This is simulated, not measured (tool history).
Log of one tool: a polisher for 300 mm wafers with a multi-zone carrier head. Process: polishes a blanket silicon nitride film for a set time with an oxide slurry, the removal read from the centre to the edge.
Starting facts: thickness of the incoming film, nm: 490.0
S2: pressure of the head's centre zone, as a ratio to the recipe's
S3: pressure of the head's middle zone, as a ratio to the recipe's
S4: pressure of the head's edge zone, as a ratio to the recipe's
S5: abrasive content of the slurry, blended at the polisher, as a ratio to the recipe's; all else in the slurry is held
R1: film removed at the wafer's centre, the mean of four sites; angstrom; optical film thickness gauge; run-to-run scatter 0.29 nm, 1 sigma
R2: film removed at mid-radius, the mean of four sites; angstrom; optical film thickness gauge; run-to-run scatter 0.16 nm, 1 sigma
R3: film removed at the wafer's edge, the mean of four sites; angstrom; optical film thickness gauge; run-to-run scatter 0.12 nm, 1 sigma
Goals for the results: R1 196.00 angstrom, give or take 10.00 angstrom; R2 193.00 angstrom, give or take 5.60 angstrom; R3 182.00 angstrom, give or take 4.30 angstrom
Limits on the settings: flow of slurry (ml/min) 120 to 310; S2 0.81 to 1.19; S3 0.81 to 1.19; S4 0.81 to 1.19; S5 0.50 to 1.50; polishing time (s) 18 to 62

Run 1, hour 0.0: flow of slurry (ml/min) 200, S2 1.00, S3 1.00, S4 1.00, S5 1.00, polishing time (s) 40. Result: R1 268.35 angstrom, R2 267.66 angstrom, R3 270.72 angstrom.
Run 2, hour 8.8: flow of slurry (ml/min) 200, S2 1.00, S3 1.00, S4 0.98, S5 0.90, polishing time (s) 40. Result: R1 256.89 angstrom, R2 254.75 angstrom, R3 259.19 angstrom.
Run 3, hour 15.7: flow of slurry (ml/min) 200, S2 1.00, S3 1.00, S4 0.98, S5 0.90, polishing time (s) 31. Result: R1 201.33 angstrom, R2 201.40 angstrom, R3 201.79 angstrom.
Run 4, hour 23.1: flow of slurry (ml/min) 200, S2 1.00, S3 1.00, S4 0.98, S5 0.75, polishing time (s) 31. Result: R1 183.01 angstrom, R2 186.32 angstrom, R3 187.35 angstrom.
Run 5, hour 24.6: flow of slurry (ml/min) 200, S2 1.01, S3 1.01, S4 0.97, S5 0.75, polishing time (s) 31. Result: R1 187.62 angstrom, R2 186.92 angstrom, R3 188.46 angstrom.
Run 6, hour 30.7: flow of slurry (ml/min) 200, S2 1.01, S3 1.01, S4 0.97, S5 0.85, polishing time (s) 31. Result: R1 200.87 angstrom, R2 197.07 angstrom, R3 197.53 angstrom.
Run 7, hour 31.4: flow of slurry (ml/min) 195, S2 1.01, S3 1.02, S4 0.95, S5 0.85, polishing time (s) 31. Result: R1 195.63 angstrom, R2 194.52 angstrom, R3 193.78 angstrom.
Run 8, hour 35.5: flow of slurry (ml/min) 195, S2 1.01, S3 1.03, S4 0.93, S5 0.85, polishing time (s) 31. Result: R1 198.02 angstrom, R2 197.82 angstrom, R3 194.04 angstrom.
Run 9, hour 41.0: flow of slurry (ml/min) 190, S2 1.01, S3 1.04, S4 0.91, S5 0.85, polishing time (s) 31. Result: R1 197.24 angstrom, R2 198.48 angstrom, R3 191.90 angstrom.
Run 10, hour 41.6: flow of slurry (ml/min) 185, S2 1.01, S3 1.04, S4 0.90, S5 0.85, polishing time (s) 31. Result: R1 197.36 angstrom, R2 201.76 angstrom, R3 191.58 angstrom.
Run 11, hour 50.2: flow of slurry (ml/min) 185, S2 1.01, S3 1.04, S4 0.89, S5 0.85, polishing time (s) 31. Result: R1 200.10 angstrom, R2 199.54 angstrom, R3 187.30 angstrom.

5 candidate next runs follow, results not yet known. Just one meets every target within its allowed miss. Identify it.
Run A, hour 58.8: flow of slurry (ml/min) 235, S2 1.05, S3 1.01, S4 0.90, S5 0.70, polishing time (s) 33. Result: R1 ?, R2 ?, R3 ?.
Run B, hour 58.8: flow of slurry (ml/min) 195, S2 0.89, S3 1.01, S4 0.81, S5 0.80, polishing time (s) 33. Result: R1 ?, R2 ?, R3 ?.
Run C, hour 58.8: flow of slurry (ml/min) 175, S2 1.07, S3 0.99, S4 0.91, S5 0.55, polishing time (s) 38. Result: R1 ?, R2 ?, R3 ?.
Run D, hour 58.8: flow of slurry (ml/min) 165, S2 1.04, S3 1.03, S4 0.86, S5 0.90, polishing time (s) 30. Result: R1 ?, R2 ?, R3 ?.
Run E, hour 58.8: flow of slurry (ml/min) 200, S2 1.06, S3 1.02, S4 0.99, S5 0.95, polishing time (s) 29. Result: R1 ?, R2 ?, R3 ?.

move      R1      R2      R3
   A  201.73  195.19  187.72
   B  176.90  202.81  188.22
   C  206.53  193.45  191.55
   D  193.56  193.05  181.09
   E  199.25  192.85  191.77
A: misses by more than the last run did
B: misses by more than the last run did
C: misses by more than the last run did
D: all results in spec
E: misses by more than the last run did
The right move is D.
